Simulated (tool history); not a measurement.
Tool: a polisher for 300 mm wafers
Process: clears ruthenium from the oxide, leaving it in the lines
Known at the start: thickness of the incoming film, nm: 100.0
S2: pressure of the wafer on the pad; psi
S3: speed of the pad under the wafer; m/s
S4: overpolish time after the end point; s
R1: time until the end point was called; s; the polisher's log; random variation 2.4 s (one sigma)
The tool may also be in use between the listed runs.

Run 1, day 0.000: flow of slurry (ml/min) 215, S2 1.7 psi, S3 1.02 m/s, S4 13 s. Result: R1 104.89 s.
Run 2, day 0.333: flow of slurry (ml/min) 255, S2 1.7 psi, S3 1.02 m/s, S4 13 s. Result: R1 104.91 s.
Run 3, day 0.496: flow of slurry (ml/min) 255, S2 1.7 psi, S3 1.02 m/s, S4 13 s. Result: R1 102.84 s.
Run 4, day 0.550: flow of slurry (ml/min) 225, S2 1.7 psi, S3 1.02 m/s, S4 13 s. Result: R1 106.22 s.
Run 5, day 0.617: flow of slurry (ml/min) 225, S2 1.5 psi, S3 1.00 m/s, S4 13 s. Result: R1 115.01 s.
Run 6, day 0.746: flow of slurry (ml/min) 225, S2 1.5 psi, S3 0.86 m/s, S4 13 s. Result: R1 138.00 s.
Run 7, day 0.867: flow of slurry (ml/min) 225, S2 1.3 psi, S3 0.84 m/s, S4 13 s. Result: R1 150.13 s.
Run 8, day 0.967: flow of slurry (ml/min) 220, S2 0.8 psi, S3 0.72 m/s, S4 13 s. Result: R1 219.46 s.

Forecast run 9:
Run 9, day 1.029: flow of slurry (ml/min) 220, S2 0.9 psi, S3 0.72 m/s, S4 13 s. Result: R1 ?.

R1: 207.26 s
